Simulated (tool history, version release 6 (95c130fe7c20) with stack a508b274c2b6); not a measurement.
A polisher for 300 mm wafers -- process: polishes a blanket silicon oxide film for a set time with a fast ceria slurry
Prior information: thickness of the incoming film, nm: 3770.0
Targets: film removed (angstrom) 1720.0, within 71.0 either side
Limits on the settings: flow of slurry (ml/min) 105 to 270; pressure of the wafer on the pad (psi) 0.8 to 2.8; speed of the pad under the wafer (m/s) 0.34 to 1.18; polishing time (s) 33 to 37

run  hour  flow of slurry (ml/min)  pressure of the wafer on the pad (psi)  speed of the pad under the wafer (m/s)  polishing time (s)  film removed (angstrom)
  1   0.0                      175                                     1.8                                    0.76                  37                   2936.7
  2   8.9                      175                                     1.7                                    0.76                  37                   2796.9
  3  10.0                      175                                     1.6                                    0.76                  37                   2586.4
  4  13.6                      175                                     1.5                                    0.76                  37                   2486.2
  5  20.3                      175                                     1.8                                    0.76                  37                   3003.4
  6  22.2                      175                                     1.7                                    0.76                  37                   2758.8
  7  30.7                      175                                     1.6                                    0.76                  37                   2585.9
  8  33.9                      175                                     1.5                                    0.76                  37                   2506.4

Next run, 4 choices. One meets every target within its allowed miss, the rest don't. Which?
  A  37.1                      170                                     1.2                                    0.54                  33                        ?
  B  37.1                      210                                     1.2                                    0.52                  33                        ?
  C  37.1                      195                                     1.5                                    0.54                  33                        ?
  D  37.1                      190                                     1.7                                    0.96                  34                        ?

move  film removed (angstrom)
   A                   1351.8
   B                   1357.1
   C                   1710.7
   D                   3111.1
A: carries the result that was furthest off beyond its target, to the other side
B: carries the result that was furthest off beyond its target, to the other side
C: in spec on every target
D: its largest miss is bigger than the last run's
The move that meets every target is C.
